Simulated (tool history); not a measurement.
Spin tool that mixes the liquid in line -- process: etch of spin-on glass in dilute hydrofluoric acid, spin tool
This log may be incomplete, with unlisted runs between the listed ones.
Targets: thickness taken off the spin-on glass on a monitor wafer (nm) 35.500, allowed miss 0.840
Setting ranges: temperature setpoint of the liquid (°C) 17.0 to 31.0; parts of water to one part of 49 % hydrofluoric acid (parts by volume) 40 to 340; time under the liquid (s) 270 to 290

run	day	temperature setpoint of the liquid (°C)	parts of water to one part of 49 % hydrofluoric acid (parts by volume)	time under the liquid (s)	thickness taken off the spin-on glass on a monitor wafer (nm)
1	0.000	23.0	190	270	41.565
2	0.329	19.5	190	270	37.038
3	0.412	19.5	190	270	36.246
4	0.442	19.5	240	270	27.675
5	0.738	22.5	240	270	31.192
6	1.071	23.0	240	270	31.515
7	1.421	27.0	240	270	36.575
8	1.529	27.0	240	270	36.556

Consider the 5 candidate settings below. Which is the only one whose results all fall within their allowed miss of target?
A	1.638	27.0	250	290	?
B	1.638	24.5	230	290	?
C	1.638	27.5	260	270	?
D	1.638	29.5	260	270	?
E	1.638	25.5	225	270	?

move	thickness taken off the spin-on glass on a monitor wafer (nm)
A	36.869
B	37.484
C	33.214
D	35.529
E	37.176
A: misses by more than the last run did
B: misses by more than the last run did
C: moves the result that the last run missed by most past its target, out the other side
D: all results land within tolerance of their targets
E: misses by more than the last run did
Move D is the one to make.
